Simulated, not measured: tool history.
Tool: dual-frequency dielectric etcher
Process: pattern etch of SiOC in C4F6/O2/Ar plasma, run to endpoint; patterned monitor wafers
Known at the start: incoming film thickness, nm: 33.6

| run | hour | bias power (kW) | source power (kW) | endpoint time (s) |
|---|---|---|---|---|
| 1 | 0 | 0.619 | 0.45 | 11.055 |
| 2 | 4.8 | 0.59 | 0.44 | 11.24 |
| 3 | 5.5 | 0.564 | 0.43 | 11.613 |
| 4 | 9.5 | 0.546 | 0.43 | 11.806 |
| 5 | 13.7 | 0.532 | 0.43 | 11.925 |
| 6 | 15.5 | 0.52 | 0.43 | 12.048 |

Forecast run 7:
| 7 | 22.6 | 0.511 | 0.43 | ? |

{"run 7": {"endpoint time (s)": 12.156}}
